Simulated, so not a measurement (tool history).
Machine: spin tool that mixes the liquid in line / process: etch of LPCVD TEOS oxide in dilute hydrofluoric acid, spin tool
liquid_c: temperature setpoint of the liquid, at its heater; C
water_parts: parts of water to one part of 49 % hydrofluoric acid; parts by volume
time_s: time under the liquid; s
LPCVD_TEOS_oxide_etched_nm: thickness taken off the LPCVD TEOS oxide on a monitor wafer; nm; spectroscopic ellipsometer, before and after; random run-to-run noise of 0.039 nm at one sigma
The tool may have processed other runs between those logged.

| run | hour | liquid_c | water_parts | time_s | LPCVD_TEOS_oxide_etched_nm |
|---|---|---|---|---|---|
| 1 | 0.0 | 24.0 | 195 | 50 | 7.5733 |
| 2 | 4.9 | 22.5 | 200 | 50 | 6.8688 |
| 3 | 9.9 | 22.5 | 200 | 50 | 6.9186 |
| 4 | 15.3 | 22.5 | 175 | 50 | 8.0731 |
| 5 | 23.1 | 22.5 | 210 | 50 | 6.5273 |
| 6 | 30.4 | 21.5 | 210 | 50 | 6.2265 |
| 7 | 37.5 | 20.5 | 210 | 50 | 6.0301 |

Run 8, settings as shown, results not yet in. Your forecast:
| 8 | 42.4 | 20.0 | 210 | 50 | ? |

LPCVD_TEOS_oxide_etched_nm: 5.8873 nm
